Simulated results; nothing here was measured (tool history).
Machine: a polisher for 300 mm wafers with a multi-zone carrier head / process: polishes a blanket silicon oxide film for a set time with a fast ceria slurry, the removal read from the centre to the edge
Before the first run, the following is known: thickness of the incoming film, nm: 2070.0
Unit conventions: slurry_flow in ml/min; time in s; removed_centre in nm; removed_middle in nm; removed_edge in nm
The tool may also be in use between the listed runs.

run 1 hour=0.0 | slurry_flow=155 centre_zone=1.00 middle_zone=1.00 edge_zone=1.00 time=39 | removed_centre=747.55 removed_middle=696.47 removed_edge=699.89
run 2 hour=7.2 | slurry_flow=175 centre_zone=1.00 middle_zone=1.00 edge_zone=1.00 time=39 | removed_centre=753.45 removed_middle=727.56 removed_edge=706.96
run 3 hour=10.7 | slurry_flow=175 centre_zone=1.00 middle_zone=1.00 edge_zone=0.93 time=39 | removed_centre=768.55 removed_middle=739.46 removed_edge=684.99
run 4 hour=15.9 | slurry_flow=145 centre_zone=1.00 middle_zone=1.00 edge_zone=0.93 time=39 | removed_centre=740.65 removed_middle=699.89 removed_edge=660.96
run 5 hour=16.7 | slurry_flow=135 centre_zone=0.99 middle_zone=0.97 edge_zone=0.93 time=39 | removed_centre=715.01 removed_middle=674.55 removed_edge=663.70
run 6 hour=19.2 | slurry_flow=135 centre_zone=0.99 middle_zone=0.97 edge_zone=1.01 time=39 | removed_centre=709.12 removed_middle=664.77 removed_edge=689.92

Expected results for the next run?
run 7 hour=23.8 | slurry_flow=125 centre_zone=1.00 middle_zone=0.95 edge_zone=0.99 time=39 | removed_centre=? removed_middle=? removed_edge=?

Run 7 produced removed_centre 710.65 nm, removed_middle 659.01 nm, removed_edge 674.74 nm.

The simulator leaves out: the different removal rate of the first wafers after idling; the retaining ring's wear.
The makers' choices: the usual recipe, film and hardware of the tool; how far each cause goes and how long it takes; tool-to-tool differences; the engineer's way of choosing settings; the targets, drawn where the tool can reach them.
